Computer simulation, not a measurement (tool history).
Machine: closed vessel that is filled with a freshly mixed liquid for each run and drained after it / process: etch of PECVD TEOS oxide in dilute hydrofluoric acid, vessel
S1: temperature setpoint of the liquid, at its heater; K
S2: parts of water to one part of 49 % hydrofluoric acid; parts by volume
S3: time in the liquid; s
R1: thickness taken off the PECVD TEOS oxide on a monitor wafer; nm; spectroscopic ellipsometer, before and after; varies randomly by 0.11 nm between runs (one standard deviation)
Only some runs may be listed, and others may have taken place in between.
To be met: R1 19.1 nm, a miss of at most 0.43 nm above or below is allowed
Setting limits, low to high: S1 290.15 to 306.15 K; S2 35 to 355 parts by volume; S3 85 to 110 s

run  hour      S1   S2   S3      R1
  1     0  298.15  195  110   10.69
  2   7.2  298.15  195   85  8.3052
  3     8  296.15  195   85  7.7668
  4  16.4  298.15  185   85  8.8388
  5  19.3  299.65  165   85  10.709
  6    25  302.15  165   85  11.812
  7    29  302.65  155   85  12.915
  8  36.2  303.15  145   85  14.306
  9    44  303.15  145   85  14.348
 10  52.4  303.65  140   85  15.025
 11  56.3  306.15  110   85   21.81
 12  57.8  305.65  110   85  21.494
 13  58.5  305.15  110   85  21.208

Which one of the following 4 next-run settings gets every result inside its allowed miss? There is exactly one.
  A  59.2  305.15  105   85   ?
  B  59.2  302.65  105   85   ?
  C  59.2  305.15  150  110   ?
  D  59.2  305.65  115   85   ?

move      R1
   A  22.223
   B  20.256
   C  18.888
   D  20.363
A: the biggest miss grows against the last run
B: moves toward the targets from the last run without getting all of them in spec
C: meets every target
D: moves toward the targets from the last run without getting all of them in spec
The move that meets every target is C.
